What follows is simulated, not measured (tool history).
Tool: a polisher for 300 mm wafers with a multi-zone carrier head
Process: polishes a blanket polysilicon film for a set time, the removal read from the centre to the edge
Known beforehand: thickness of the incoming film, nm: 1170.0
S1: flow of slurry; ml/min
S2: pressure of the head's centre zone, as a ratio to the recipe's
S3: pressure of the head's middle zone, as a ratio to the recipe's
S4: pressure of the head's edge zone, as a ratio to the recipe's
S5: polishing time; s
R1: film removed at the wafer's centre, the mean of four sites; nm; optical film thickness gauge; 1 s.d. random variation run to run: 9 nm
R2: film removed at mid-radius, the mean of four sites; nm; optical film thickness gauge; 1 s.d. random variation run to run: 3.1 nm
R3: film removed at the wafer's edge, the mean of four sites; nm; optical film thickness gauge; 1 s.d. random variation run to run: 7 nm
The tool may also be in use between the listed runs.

{"run": 1, "day": 0.0, "S1": 290, "S2": 1, "S3": 1, "S4": 1, "S5": 56, "R1": 395.49, "R2": 428.46, "R3": 421.28}
{"run": 2, "day": 0.262, "S1": 290, "S2": 1.03, "S3": 0.98, "S4": 1.03, "S5": 59, "R1": 438.22, "R2": 439.18, "R3": 447.54}
{"run": 3, "day": 0.425, "S1": 290, "S2": 1.04, "S3": 0.97, "S4": 1.06, "S5": 62, "R1": 467.41, "R2": 463.06, "R3": 476.25}
{"run": 4, "day": 0.488, "S1": 290, "S2": 1.04, "S3": 0.89, "S4": 1.06, "S5": 62, "R1": 455.2, "R2": 431.32, "R3": 470.8}
{"run": 5, "day": 0.521, "S1": 290, "S2": 1.12, "S3": 0.89, "S4": 1.06, "S5": 62, "R1": 483.51, "R2": 426.93, "R3": 475.65}
{"run": 6, "day": 0.654, "S1": 290, "S2": 1.13, "S3": 0.89, "S4": 1.08, "S5": 64, "R1": 501.52, "R2": 445.85, "R3": 513.56}
{"run": 7, "day": 0.833, "S1": 300, "S2": 1.14, "S3": 0.89, "S4": 1.08, "S5": 66, "R1": 513.74, "R2": 457.41, "R3": 504.86}
{"run": 8, "day": 1.15, "S1": 285, "S2": 1.15, "S3": 0.88, "S4": 1.09, "S5": 68, "R1": 529.02, "R2": 466.5, "R3": 534.81}
{"run": 9, "day": 1.417, "S1": 290, "S2": 1.16, "S3": 0.87, "S4": 1.09, "S5": 70, "R1": 550.87, "R2": 476.5, "R3": 553.87}
{"run": 10, "day": 1.479, "S1": 295, "S2": 1.17, "S3": 0.87, "S4": 1.09, "S5": 71, "R1": 569.07, "R2": 488.73, "R3": 564.98}
{"run": 11, "day": 1.754, "S1": 300, "S2": 1.17, "S3": 0.87, "S4": 1.09, "S5": 72, "R1": 567.68, "R2": 491.26, "R3": 566.31}
{"run": 12, "day": 1.979, "S1": 300, "S2": 1.17, "S3": 0.87, "S4": 1.09, "S5": 73, "R1": 585.68, "R2": 497.1, "R3": 574.92}

What will run 13 give?
{"run": 13, "day": 2.317, "S1": 300, "S2": 1.17, "S3": 0.87, "S4": 1.1, "S5": 74, "R1": "?", "R2": "?", "R3": "?"}

Run 13 came out at R1 579.98 nm, R2 503.78 nm, R3 592.22 nm.
